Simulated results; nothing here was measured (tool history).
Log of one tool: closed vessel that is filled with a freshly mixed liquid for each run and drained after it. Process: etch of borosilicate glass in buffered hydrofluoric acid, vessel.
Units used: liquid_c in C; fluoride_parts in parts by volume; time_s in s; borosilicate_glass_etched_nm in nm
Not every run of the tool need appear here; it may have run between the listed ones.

run,hour,liquid_c,fluoride_parts,time_s,borosilicate_glass_etched_nm
1,0.0,21.0,22.0,90,47.098
2,4.9,22.0,22.0,90,48.262
3,7.7,18.5,22.0,90,39.372
4,12.3,18.5,22.0,90,40.237
5,20.1,18.5,19.0,90,44.454
6,27.4,18.5,19.0,90,45.252
7,32.0,20.0,19.0,90,48.825

Expected results for the next run?
8,33.4,21.0,19.0,90,?

{"run 8": {"borosilicate_glass_etched_nm": 52.256}}
